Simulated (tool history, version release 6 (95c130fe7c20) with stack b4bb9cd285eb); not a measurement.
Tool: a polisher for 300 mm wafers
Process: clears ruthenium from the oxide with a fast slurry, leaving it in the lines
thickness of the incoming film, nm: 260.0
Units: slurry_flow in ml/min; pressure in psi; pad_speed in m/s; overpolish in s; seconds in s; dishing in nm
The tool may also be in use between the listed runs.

| run | day | slurry_flow | pressure | pad_speed | slurry_solids | overpolish | seconds | dishing |
|---|---|---|---|---|---|---|---|---|
| 1 | 0 | 135 | 3.4 | 1.3 | 1 | 21 | 44.405 | 80.799 |
| 2 | 0.283 | 135 | 3.4 | 1.3 | 1 | 15 | 43.496 | 64.488 |
| 3 | 0.575 | 160 | 3.4 | 1.3 | 1 | 15 | 42.971 | 64.652 |
| 4 | 0.721 | 170 | 3.6 | 1.3 | 1 | 13 | 39.915 | 59.859 |
| 5 | 1.075 | 180 | 3.9 | 1.28 | 1 | 11 | 36.867 | 57.554 |
| 6 | 1.267 | 185 | 4.2 | 1.24 | 1 | 10 | 35.342 | 53.923 |

The next listed run, before its measurement:
| 7 | 1.358 | 205 | 5.2 | 1.16 | 1.05 | 6 | ? | ? |

Run 7 gave seconds 29.24 s, dishing 40.366 nm.
